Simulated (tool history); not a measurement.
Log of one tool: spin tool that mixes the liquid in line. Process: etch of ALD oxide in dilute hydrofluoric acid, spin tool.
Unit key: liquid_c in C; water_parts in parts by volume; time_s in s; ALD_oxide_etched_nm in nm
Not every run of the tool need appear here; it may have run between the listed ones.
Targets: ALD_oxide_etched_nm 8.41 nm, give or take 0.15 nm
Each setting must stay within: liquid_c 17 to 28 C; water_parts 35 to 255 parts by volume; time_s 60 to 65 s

run  hour  liquid_c  water_parts  time_s  ALD_oxide_etched_nm
  1     0        20          145      60               11.446
  2   3.3        20          105      60               16.429
  3   7.2        19          125      60               12.735
  4  13.3        19          125      65               14.007
  5  20.4        19          100      65               17.973
  6  26.5      18.5          125      65               13.732
  7  28.3        18          140      65               11.815
  8    36      17.5          150      65               10.705
  9  40.9      17.5          160      65                 9.88
 10    49      17.5          165      65               9.5172
 11    57      17.5          170      65               9.1979
 12    58      17.5          175      65               8.9176
 13  61.8        17          175      65               8.7598

Exactly one of the 4 candidate moves below puts every result within its allowed miss. Which one?
  A  65.6      19.5          180      60                    ?
  B  65.6        17          175      60                    ?
  C  65.6        17          160      60                    ?
  D  65.6        18          175      60                    ?

move  ALD_oxide_etched_nm
   A               8.6923
   B               8.1319
   C               9.0219
   D               8.4657
A: closer than the last run, but not yet in spec
B: moves the result that the last run missed by most past its target, out the other side
C: its largest miss is bigger than the last run's
D: meets every target
Move D is the one to make.

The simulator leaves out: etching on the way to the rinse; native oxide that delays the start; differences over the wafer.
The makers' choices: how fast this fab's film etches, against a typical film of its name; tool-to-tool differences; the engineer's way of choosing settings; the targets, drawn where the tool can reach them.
